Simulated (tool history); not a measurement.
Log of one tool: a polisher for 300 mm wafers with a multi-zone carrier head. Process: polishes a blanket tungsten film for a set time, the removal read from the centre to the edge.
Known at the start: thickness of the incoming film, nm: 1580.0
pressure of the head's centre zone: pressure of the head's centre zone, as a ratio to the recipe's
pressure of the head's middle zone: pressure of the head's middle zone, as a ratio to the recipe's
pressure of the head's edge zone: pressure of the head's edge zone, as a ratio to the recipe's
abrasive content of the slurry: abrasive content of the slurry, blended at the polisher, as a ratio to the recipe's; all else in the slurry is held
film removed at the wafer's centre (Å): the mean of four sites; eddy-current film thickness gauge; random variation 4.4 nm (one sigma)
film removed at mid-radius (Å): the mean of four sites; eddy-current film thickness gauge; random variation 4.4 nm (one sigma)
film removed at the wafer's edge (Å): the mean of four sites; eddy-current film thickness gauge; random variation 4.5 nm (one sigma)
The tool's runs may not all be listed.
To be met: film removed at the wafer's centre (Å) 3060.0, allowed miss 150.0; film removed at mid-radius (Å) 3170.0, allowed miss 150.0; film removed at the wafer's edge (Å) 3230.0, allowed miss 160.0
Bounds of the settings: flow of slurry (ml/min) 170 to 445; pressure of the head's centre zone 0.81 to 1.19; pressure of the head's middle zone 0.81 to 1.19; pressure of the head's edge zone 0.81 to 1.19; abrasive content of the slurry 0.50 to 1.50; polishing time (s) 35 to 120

| run | hour | flow of slurry (ml/min) | pressure of the head's centre zone | pressure of the head's middle zone | pressure of the head's edge zone | abrasive content of the slurry | polishing time (s) | film removed at the wafer's centre (Å) | film removed at mid-radius (Å) | film removed at the wafer's edge (Å) |
|---|---|---|---|---|---|---|---|---|---|---|
| 1 | 0.0 | 285 | 1.00 | 1.00 | 1.00 | 1.00 | 77 | 3645.3 | 3724.1 | 3669.6 |
| 2 | 1.3 | 285 | 1.00 | 1.00 | 0.94 | 1.00 | 77 | 3615.4 | 3712.7 | 3574.9 |
| 3 | 8.5 | 285 | 0.99 | 0.99 | 0.94 | 0.95 | 77 | 3605.3 | 3534.6 | 3552.1 |
| 4 | 11.0 | 285 | 0.99 | 0.99 | 0.90 | 0.95 | 77 | 3580.5 | 3626.9 | 3451.8 |
| 5 | 17.2 | 330 | 0.99 | 0.99 | 0.90 | 0.95 | 77 | 3658.3 | 3659.7 | 3449.0 |
| 6 | 20.9 | 330 | 0.99 | 0.99 | 0.90 | 0.95 | 93 | 4293.0 | 4347.4 | 4367.0 |
| 7 | 26.4 | 330 | 0.98 | 0.99 | 0.90 | 0.90 | 91 | 4227.2 | 4118.4 | 4194.0 |
| 8 | 30.9 | 325 | 0.96 | 0.99 | 0.90 | 0.85 | 89 | 3946.7 | 4064.8 | 3859.7 |

Which of these 4 next moves meets every target?
| A | 35.4 | 270 | 0.93 | 0.96 | 0.97 | 1.05 | 68 | ? | ? | ? |
| B | 35.4 | 370 | 0.92 | 0.98 | 0.98 | 1.00 | 75 | ? | ? | ? |
| C | 35.4 | 435 | 1.16 | 1.16 | 0.84 | 0.60 | 112 | ? | ? | ? |
| D | 35.4 | 305 | 0.85 | 0.87 | 1.09 | 1.35 | 61 | ? | ? | ? |

| move | film removed at the wafer's centre (Å) | film removed at mid-radius (Å) | film removed at the wafer's edge (Å) |
|---|---|---|---|
| A | 3097.6 | 3185.5 | 3223.8 |
| B | 3416.9 | 3605.6 | 3575.2 |
| C | 5524.5 | 5310.8 | 4374.8 |
| D | 2763.2 | 2866.8 | 3245.2 |
A: meets every target
B: nearer than the last run, and not there yet
C: further off than the last run
D: takes the result that was furthest off past its target
The right move is A.
